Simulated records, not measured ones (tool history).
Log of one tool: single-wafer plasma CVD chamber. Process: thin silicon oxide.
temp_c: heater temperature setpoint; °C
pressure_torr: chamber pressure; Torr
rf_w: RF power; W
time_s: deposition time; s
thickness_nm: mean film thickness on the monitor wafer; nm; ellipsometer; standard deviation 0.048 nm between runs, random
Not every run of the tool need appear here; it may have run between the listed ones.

run  hour  temp_c  pressure_torr  rf_w  time_s  thickness_nm
  1   0.0     415          0.832   350    7.45        15.059
  2   6.4     424          0.832   350    7.45        14.854
  3  13.1     424          0.911   350    7.45        16.239
  4  18.7     424          0.871   350    7.44        15.605
  5  20.0     424          0.838   350    7.44        15.112
  6  21.4     424          0.808   350    7.44        14.516
  7  23.8     424          0.787   350    7.44        14.024
  8  29.9     424          0.773   350    7.44        13.735
     32.9  -- RF generator calibrated
  9  32.9     424          0.763   350    7.44        13.935
 10  35.9     424          0.665   345    7.43        11.772

What does the tool deliver on the next run?
 11  39.4     424          0.677   345    7.43             ?

Run 11 yielded thickness_nm 12.011 nm.
